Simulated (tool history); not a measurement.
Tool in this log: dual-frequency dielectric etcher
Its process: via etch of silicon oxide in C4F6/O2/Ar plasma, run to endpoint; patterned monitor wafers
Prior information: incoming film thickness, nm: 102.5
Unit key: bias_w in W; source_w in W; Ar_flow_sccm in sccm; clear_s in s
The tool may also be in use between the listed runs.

| run | day | bias_w | source_w | Ar_flow_sccm | clear_s |
|---|---|---|---|---|---|
| 1 | 0 | 517 | 250 | 220 | 26.252 |
| 2 | 0.229 | 490 | 240 | 221 | 27.251 |
| 3 | 0.562 | 490 | 240 | 246 | 27.635 |
| 4 | 0.879 | 467 | 240 | 247 | 27.932 |
| 5 | 0.908 | 388 | 240 | 247 | 29.627 |
|  | 1.029 | Ar flow controller replaced |
| 6 | 1.029 | 388 | 240 | 231 | 29.938 |
| 7 | 1.304 | 378 | 240 | 231 | 30.129 |

The next listed run, before its measurement:
| 8 | 1.646 | 369 | 240 | 231 | ? |

{"run 8": {"clear_s": 29.735}}
